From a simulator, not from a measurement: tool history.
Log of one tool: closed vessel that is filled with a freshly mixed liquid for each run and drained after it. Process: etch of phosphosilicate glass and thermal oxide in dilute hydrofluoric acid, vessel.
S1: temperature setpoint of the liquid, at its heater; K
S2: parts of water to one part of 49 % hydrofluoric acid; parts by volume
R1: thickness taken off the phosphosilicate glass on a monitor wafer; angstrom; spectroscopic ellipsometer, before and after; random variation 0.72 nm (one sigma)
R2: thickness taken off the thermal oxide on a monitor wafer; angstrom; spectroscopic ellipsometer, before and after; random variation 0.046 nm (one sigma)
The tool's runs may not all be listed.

run 1 day=0 | S1=294.15 S2=165 time_in_the_liquid_(s)=125 | R1=376.71 R2=28.538
run 2 day=0.175 | S1=295.65 S2=155 time_in_the_liquid_(s)=125 | R1=424.74 R2=33.148
run 3 day=0.342 | S1=295.65 S2=200 time_in_the_liquid_(s)=125 | R1=316.1 R2=24.672
run 4 day=0.575 | S1=296.65 S2=180 time_in_the_liquid_(s)=125 | R1=363.11 R2=28.77
run 5 day=0.704 | S1=296.65 S2=180 time_in_the_liquid_(s)=85 | R1=253.49 R2=19.34
run 6 day=0.8 | S1=297.65 S2=155 time_in_the_liquid_(s)=85 | R1=309.74 R2=24.125
run 7 day=1.096 | S1=298.15 S2=135 time_in_the_liquid_(s)=85 | R1=366.6 R2=29.012
run 8 day=1.35 | S1=298.15 S2=115 time_in_the_liquid_(s)=85 | R1=452.48 R2=34.963
run 9 day=1.479 | S1=298.65 S2=105 time_in_the_liquid_(s)=85 | R1=509.78 R2=39.651
run 10 day=1.75 | S1=299.15 S2=100 time_in_the_liquid_(s)=85 | R1=549.22 R2=42.801
run 11 day=1.838 | S1=299.65 S2=95 time_in_the_liquid_(s)=85 | R1=596.07 R2=45.715
run 12 day=1.962 | S1=300.15 S2=95 time_in_the_liquid_(s)=85 | R1=607.3 R2=47.295
run 13 day=2.129 | S1=300.65 S2=95 time_in_the_liquid_(s)=85 | R1=625.15 R2=47.813
run 14 day=2.346 | S1=301.65 S2=70 time_in_the_liquid_(s)=85 | R1=902.37 R2=69.251
run 15 day=2.65 | S1=301.15 S2=70 time_in_the_liquid_(s)=85 | R1=888.13 R2=68.271
run 16 day=2.971 | S1=300.65 S2=70 time_in_the_liquid_(s)=85 | R1=858.64 R2=67.346
run 17 day=3.042 | S1=300.15 S2=70 time_in_the_liquid_(s)=85 | R1=854.28 R2=66.18
run 18 day=3.379 | S1=300.15 S2=70 time_in_the_liquid_(s)=85 | R1=845.98 R2=65.651

The next listed run, before its measurement:
run 19 day=3.592 | S1=299.65 S2=70 time_in_the_liquid_(s)=85 | R1=? R2=?

Run 19 gave R1 840.2 angstrom, R2 64.307 angstrom.

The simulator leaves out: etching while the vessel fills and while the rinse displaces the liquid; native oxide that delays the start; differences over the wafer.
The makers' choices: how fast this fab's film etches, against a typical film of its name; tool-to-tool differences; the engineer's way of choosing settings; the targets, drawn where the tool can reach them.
